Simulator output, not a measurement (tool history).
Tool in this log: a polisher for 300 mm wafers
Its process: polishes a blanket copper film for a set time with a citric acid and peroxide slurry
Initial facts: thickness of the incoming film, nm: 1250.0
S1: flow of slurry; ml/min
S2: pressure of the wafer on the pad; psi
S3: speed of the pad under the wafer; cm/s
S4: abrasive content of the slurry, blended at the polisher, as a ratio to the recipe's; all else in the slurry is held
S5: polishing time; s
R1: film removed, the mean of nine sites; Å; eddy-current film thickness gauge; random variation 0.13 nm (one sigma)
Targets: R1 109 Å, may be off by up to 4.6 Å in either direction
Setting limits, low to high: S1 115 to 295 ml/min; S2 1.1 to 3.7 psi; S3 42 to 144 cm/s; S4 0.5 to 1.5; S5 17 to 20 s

run,hour,S1,S2,S3,S4,S5,R1
1,0,190,2.4,92,1,20,260.79
2,1.8,190,2.2,86,1,20,227.48
3,4.2,190,2,80,1,20,190.43
4,9.8,190,1.8,78,1,20,171.78
# hour 10.6: worn pad replaced by a new one
5,10.6,190,1.7,76,1,20,174.06
6,12.2,190,1.7,76,1,17,150.93
7,13.2,190,1.6,74,1,17,134.16
8,21.7,190,1.5,74,1,17,130.05
9,25.2,190,1.4,74,1,17,117.79

Consider the 5 candidate settings below. Which is the only one whose results all fall within their allowed miss of target?
A,28.7,195,1.3,80,1,20,?
B,28.7,200,1.3,68,0.95,20,?
C,28.7,165,1.3,74,1.15,19,?
D,28.7,245,1.6,64,0.6,19,?
E,28.7,240,1.4,60,1.05,18,?

move,R1
A,139.78
B,119.3
C,123.94
D,120.73
E,107.17
A: misses by more than the last run did
B: misses by more than the last run did
C: misses by more than the last run did
D: misses by more than the last run did
E: all results land within tolerance of their targets
Answer: E

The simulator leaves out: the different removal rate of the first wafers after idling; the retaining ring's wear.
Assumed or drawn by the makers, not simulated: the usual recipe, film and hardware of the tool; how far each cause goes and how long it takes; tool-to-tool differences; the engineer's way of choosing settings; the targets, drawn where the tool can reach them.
